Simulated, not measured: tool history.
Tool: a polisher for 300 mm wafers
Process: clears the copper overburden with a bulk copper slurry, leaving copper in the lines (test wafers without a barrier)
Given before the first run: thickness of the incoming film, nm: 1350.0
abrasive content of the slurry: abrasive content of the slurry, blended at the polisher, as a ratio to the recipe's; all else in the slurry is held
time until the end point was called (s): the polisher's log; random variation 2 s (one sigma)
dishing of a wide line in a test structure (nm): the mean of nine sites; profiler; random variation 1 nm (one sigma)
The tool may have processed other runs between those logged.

| run | hour | flow of slurry (ml/min) | pressure of the wafer on the pad (psi) | speed of the pad under the wafer (m/s) | abrasive content of the slurry | overpolish time after the end point (s) | time until the end point was called (s) | dishing of a wide line in a test structure (nm) |
|---|---|---|---|---|---|---|---|---|
| 1 | 0 | 135 | 3.3 | 1.32 | 1 | 14 | 100.08 | 86.166 |
| 2 | 8.4 | 120 | 3.3 | 1.32 | 1 | 14 | 102.73 | 85.606 |
| 3 | 16.3 | 120 | 3.1 | 1.32 | 1 | 13 | 106.63 | 78.119 |
| 4 | 23.9 | 120 | 2.9 | 1.32 | 1 | 12 | 111.38 | 73.308 |
| 5 | 27.8 | 145 | 2.9 | 1.32 | 1 | 12 | 108.41 | 73.789 |
| 6 | 28.5 | 145 | 3.5 | 1.32 | 1 | 12 | 89.984 | 83.582 |

What will run 7 give?
| 7 | 36.2 | 145 | 2.5 | 1.3 | 1 | 8 | ? | ? |

Logged for run 7: time until the end point was called (s) 130.98, dishing of a wide line in a test structure (nm) 50.5.
